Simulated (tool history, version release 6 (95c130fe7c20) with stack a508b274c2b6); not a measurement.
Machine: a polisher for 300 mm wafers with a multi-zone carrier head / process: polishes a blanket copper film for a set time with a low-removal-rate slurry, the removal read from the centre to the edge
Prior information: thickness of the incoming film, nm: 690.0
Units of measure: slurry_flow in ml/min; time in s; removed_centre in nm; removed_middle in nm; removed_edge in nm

Run 1, hour 0: slurry_flow 160 ml/min, centre_zone 1, middle_zone 1, edge_zone 1, slurry_solids 1, time 68 s. Result: removed_centre 184.53 nm, removed_middle 177.72 nm, removed_edge 183.69 nm.
Run 2, hour 5.4: slurry_flow 155 ml/min, centre_zone 0.97, middle_zone 0.98, edge_zone 0.99, slurry_solids 0.9, time 64 s. Result: removed_centre 163.16 nm, removed_middle 160.32 nm, removed_edge 162.82 nm.
Run 3, hour 11.4: slurry_flow 155 ml/min, centre_zone 0.97, middle_zone 0.98, edge_zone 0.99, slurry_solids 0.75, time 64 s. Result: removed_centre 157.99 nm, removed_middle 154.15 nm, removed_edge 156.34 nm.
Run 4, hour 19.5: slurry_flow 145 ml/min, centre_zone 0.94, middle_zone 0.96, edge_zone 1, slurry_solids 0.7, time 61 s. Result: removed_centre 140.21 nm, removed_middle 138.8 nm, removed_edge 143.9 nm.
Run 5, hour 27.2: slurry_flow 140 ml/min, centre_zone 0.92, middle_zone 0.95, edge_zone 1, slurry_solids 0.65, time 60 s. Result: removed_centre 131.99 nm, removed_middle 131.03 nm, removed_edge 138.57 nm.
Run 6, hour 31.3: slurry_flow 135 ml/min, centre_zone 0.9, middle_zone 0.94, edge_zone 0.99, slurry_solids 0.6, time 59 s. Result: removed_centre 122.9 nm, removed_middle 122.6 nm, removed_edge 131.91 nm.
Run 7, hour 39.1: slurry_flow 130 ml/min, centre_zone 0.88, middle_zone 0.94, edge_zone 0.98, slurry_solids 0.6, time 58 s. Result: removed_centre 117.67 nm, removed_middle 119.21 nm, removed_edge 130.06 nm.
Run 8, hour 42.6: slurry_flow 125 ml/min, centre_zone 0.87, middle_zone 0.94, edge_zone 0.97, slurry_solids 0.6, time 57 s. Result: removed_centre 112.19 nm, removed_middle 116.6 nm, removed_edge 127.26 nm.
Run 9, hour 50.4: slurry_flow 125 ml/min, centre_zone 0.86, middle_zone 0.94, edge_zone 0.96, slurry_solids 0.6, time 56 s. Result: removed_centre 110.1 nm, removed_middle 115.43 nm, removed_edge 123.62 nm.
Run 10, hour 51.3: slurry_flow 120 ml/min, centre_zone 0.85, middle_zone 0.93, edge_zone 0.95, slurry_solids 0.6, time 56 s. Result: removed_centre 105.89 nm, removed_middle 113.76 nm, removed_edge 120.59 nm.
Run 11, hour 58.5: slurry_flow 115 ml/min, centre_zone 0.84, middle_zone 0.92, edge_zone 0.94, slurry_solids 0.6, time 56 s. Result: removed_centre 104.65 nm, removed_middle 113.76 nm, removed_edge 119.99 nm.
Run 12, hour 66.9: slurry_flow 115 ml/min, centre_zone 0.84, middle_zone 0.91, edge_zone 0.94, slurry_solids 0.6, time 56 s. Result: removed_centre 104.11 nm, removed_middle 111.03 nm, removed_edge 121.27 nm.
Run 13, hour 75.4: slurry_flow 115 ml/min, centre_zone 0.84, middle_zone 0.9, edge_zone 0.93, slurry_solids 0.6, time 56 s. Result: removed_centre 103.09 nm, removed_middle 107.72 nm, removed_edge 117.76 nm.
Run 14, hour 83.5: slurry_flow 115 ml/min, centre_zone 0.83, middle_zone 0.9, edge_zone 0.92, slurry_solids 0.6, time 56 s. Result: removed_centre 102.93 nm, removed_middle 108.06 nm, removed_edge 118.85 nm.

For run 15, what comes out?
Run 15, hour 85.5: slurry_flow 110 ml/min, centre_zone 0.83, middle_zone 0.9, edge_zone 0.91, slurry_solids 0.6, time 56 s. Result: removed_centre ?, removed_middle ?, removed_edge ?.

{"run 15": {"removed_centre": 102.2, "removed_middle": 106.7, "removed_edge": 117.29}}
